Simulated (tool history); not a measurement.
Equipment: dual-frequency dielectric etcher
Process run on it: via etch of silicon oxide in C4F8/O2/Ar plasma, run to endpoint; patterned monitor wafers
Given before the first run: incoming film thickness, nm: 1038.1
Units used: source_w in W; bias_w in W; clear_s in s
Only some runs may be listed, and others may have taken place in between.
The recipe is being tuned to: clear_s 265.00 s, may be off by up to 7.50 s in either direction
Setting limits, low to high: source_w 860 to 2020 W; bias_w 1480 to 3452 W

| run | hour | source_w | bias_w | clear_s |
|---|---|---|---|---|
| 1 | 0.0 | 1440 | 2466 | 231.49 |
| 2 | 5.6 | 1630 | 2466 | 218.35 |
| 3 | 9.5 | 1840 | 2466 | 208.18 |
| 4 | 15.2 | 1840 | 2869 | 200.69 |
| 5 | 18.2 | 1840 | 3096 | 194.62 |
| 6 | 23.4 | 1840 | 2902 | 202.49 |
| 7 | 25.6 | 1700 | 2755 | 209.55 |
| 8 | 33.4 | 1590 | 2644 | 217.91 |
| 9 | 38.1 | 1490 | 2559 | 222.43 |
| 10 | 43.8 | 1410 | 2447 | 235.37 |
| 11 | 47.2 | 1360 | 2410 | 238.15 |
| 12 | 53.6 | 1310 | 2374 | 242.39 |
| 13 | 62.5 | 1270 | 2344 | 248.46 |
| 14 | 64.6 | 1240 | 2326 | 250.95 |

Which single option among these 5 for the next run brings every result within its allowed miss of target? Just one does.
| A | 66.7 | 1350 | 2245 | ? |
| B | 66.7 | 1120 | 2114 | ? |
| C | 66.7 | 1350 | 2215 | ? |
| D | 66.7 | 1590 | 1894 | ? |
| E | 66.7 | 1570 | 1620 | ? |

| move | clear_s |
|---|---|
| A | 241.28 |
| B | 263.72 |
| C | 242.26 |
| D | 238.10 |
| E | 249.95 |
A: the biggest miss grows against the last run
B: all results in spec
C: the biggest miss grows against the last run
D: the biggest miss grows against the last run
E: the biggest miss grows against the last run
So the answer is move B, the one that meets all the targets.

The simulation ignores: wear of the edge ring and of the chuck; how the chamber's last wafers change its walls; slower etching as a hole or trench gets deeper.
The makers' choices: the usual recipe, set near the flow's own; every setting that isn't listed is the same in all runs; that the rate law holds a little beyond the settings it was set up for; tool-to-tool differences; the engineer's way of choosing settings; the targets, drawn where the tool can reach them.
